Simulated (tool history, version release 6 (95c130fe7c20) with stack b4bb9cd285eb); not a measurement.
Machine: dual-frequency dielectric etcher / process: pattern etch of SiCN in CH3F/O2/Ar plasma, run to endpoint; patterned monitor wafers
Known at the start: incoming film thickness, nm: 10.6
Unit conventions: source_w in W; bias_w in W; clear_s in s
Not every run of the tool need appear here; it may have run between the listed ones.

run,day,source_w,bias_w,clear_s
1,0,470,101,23.875
2,0.192,430,101,24.965
3,0.462,490,101,23.263
4,0.538,490,114,22.659
5,0.708,490,99,23.511
6,0.942,470,97,24.078
7,1.067,450,95,24.829

The next listed run, before its measurement:
8,1.221,430,94,?

Run 8 gave clear_s 24.906 s.
